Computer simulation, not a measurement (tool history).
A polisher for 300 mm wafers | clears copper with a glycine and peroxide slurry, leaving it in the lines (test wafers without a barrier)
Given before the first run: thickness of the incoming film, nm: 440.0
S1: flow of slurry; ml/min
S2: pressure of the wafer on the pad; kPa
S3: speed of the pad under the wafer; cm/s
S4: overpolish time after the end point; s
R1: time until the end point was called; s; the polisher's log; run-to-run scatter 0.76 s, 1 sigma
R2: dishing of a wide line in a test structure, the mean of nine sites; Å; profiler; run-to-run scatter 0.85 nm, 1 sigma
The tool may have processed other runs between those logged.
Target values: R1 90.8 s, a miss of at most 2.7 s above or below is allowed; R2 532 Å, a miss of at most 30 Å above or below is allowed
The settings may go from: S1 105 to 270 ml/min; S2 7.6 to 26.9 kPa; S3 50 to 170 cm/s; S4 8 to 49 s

Run 1, hour 0: S1 175 ml/min, S2 17.2 kPa, S3 110 cm/s, S4 25 s. Result: R1 98.847 s, R2 860.62 Å.
Run 2, hour 8.6: S1 215 ml/min, S2 17.2 kPa, S3 110 cm/s, S4 25 s. Result: R1 94.437 s, R2 858.78 Å.
Run 3, hour 11.9: S1 220 ml/min, S2 17.2 kPa, S3 110 cm/s, S4 23 s. Result: R1 94.977 s, R2 814.66 Å.
Run 4, hour 18.3: S1 225 ml/min, S2 17.2 kPa, S3 110 cm/s, S4 21 s. Result: R1 94.956 s, R2 761.18 Å.
Run 5, hour 23.7: S1 225 ml/min, S2 15.2 kPa, S3 110 cm/s, S4 21 s. Result: R1 103.85 s, R2 676.59 Å.
Run 6, hour 26.3: S1 225 ml/min, S2 15.2 kPa, S3 110 cm/s, S4 20 s. Result: R1 105.21 s, R2 669.83 Å.
Run 7, hour 27.1: S1 230 ml/min, S2 15.2 kPa, S3 110 cm/s, S4 19 s. Result: R1 104.35 s, R2 635.97 Å.
Run 8, hour 34.9: S1 230 ml/min, S2 15.2 kPa, S3 110 cm/s, S4 18 s. Result: R1 103.44 s, R2 633.87 Å.
Run 9, hour 40.7: S1 230 ml/min, S2 15.2 kPa, S3 110 cm/s, S4 17 s. Result: R1 102.94 s, R2 583.77 Å.
Run 10, hour 45.2: S1 230 ml/min, S2 15.2 kPa, S3 110 cm/s, S4 17 s. Result: R1 105.48 s, R2 574.56 Å.
Run 11, hour 52.9: S1 230 ml/min, S2 15.2 kPa, S3 110 cm/s, S4 16 s. Result: R1 103.63 s, R2 555.72 Å.
Run 12, hour 56: S1 235 ml/min, S2 16.5 kPa, S3 110 cm/s, S4 14 s. Result: R1 95.915 s, R2 535.44 Å.

Below are 5 possible settings for the next run. Only one of them brings all results inside the allowed miss of their targets. Which is it?
Run A, hour 59.1: S1 235 ml/min, S2 15.9 kPa, S3 104 cm/s, S4 16 s. Result: R1 ?, R2 ?.
Run B, hour 59.1: S1 240 ml/min, S2 17.9 kPa, S3 120 cm/s, S4 12 s. Result: R1 ?, R2 ?.
Run C, hour 59.1: S1 250 ml/min, S2 18.6 kPa, S3 114 cm/s, S4 11 s. Result: R1 ?, R2 ?.
Run D, hour 59.1: S1 255 ml/min, S2 16.5 kPa, S3 116 cm/s, S4 13 s. Result: R1 ?, R2 ?.
Run E, hour 59.1: S1 270 ml/min, S2 15.9 kPa, S3 108 cm/s, S4 14 s. Result: R1 ?, R2 ?.

move      R1      R2
   A     103  547.82
   B   82.55  518.88
   C  83.016  480.27
   D  89.999   514.6
   E  98.019  509.59
A: further off than the last run
B: pushes the last run's worst result past its target
C: pushes the last run's worst result past its target
D: meets every target
E: further off than the last run
Correct choice: D, which meets every target
